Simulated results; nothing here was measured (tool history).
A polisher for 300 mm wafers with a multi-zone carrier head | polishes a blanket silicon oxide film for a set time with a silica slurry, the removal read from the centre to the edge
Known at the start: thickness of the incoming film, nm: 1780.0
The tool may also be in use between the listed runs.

run,day,flow of slurry (ml/min),pressure of the head's centre zone,pressure of the head's middle zone,pressure of the head's edge zone,abrasive content of the slurry,polishing time (s),film removed at the wafer's centre (Å),film removed at mid-radius (Å),film removed at the wafer's edge (Å)
1,0,235,1,1,1,1,58,1965.5,1984.2,1817.6
2,0.212,225,0.98,0.98,1,0.95,54,1749.9,1799.8,1650.2
3,0.396,225,0.93,0.98,1,0.95,54,1646.4,1745.8,1670.2
4,0.771,215,0.92,0.96,0.99,0.9,50,1479.3,1572.9,1490.4
5,1.058,215,0.92,0.96,0.99,0.9,36,1063.6,1122.2,1072
6,1.292,250,0.92,0.96,0.99,0.9,36,1076.9,1134,1062.3
7,1.475,250,0.91,0.94,0.99,0.85,35,1016.7,1062.1,1034.6
8,1.725,250,0.9,0.93,0.98,0.8,34,963.69,1017.4,962.29
9,2.083,185,0.83,0.83,1.08,0.55,31,641.67,667.2,753.32
10,2.342,200,0.83,0.83,1.08,0.55,31,651.07,682.85,765.12
11,2.608,210,0.83,0.83,1.08,0.55,31,655.06,676.28,767.04
12,2.975,220,0.83,0.84,1.08,0.55,31,649.72,686.77,765.75
13,3.296,265,0.92,0.89,1.11,0.6,31,775.46,763.67,813.07
14,3.338,260,0.91,0.89,1.11,0.6,31,771.44,753.18,829.85
15,3.4,255,0.91,0.89,1.11,0.6,31,760.61,766.39,813.48

Run 16 comes next. What will it give?
# day 3.729: edge zone pressure recalibrated
16,3.729,250,0.91,0.89,1.11,0.6,31,?,?,?

film removed at the wafer's centre (Å): 761.42
film removed at mid-radius (Å): 749.77
film removed at the wafer's edge (Å): 858.69
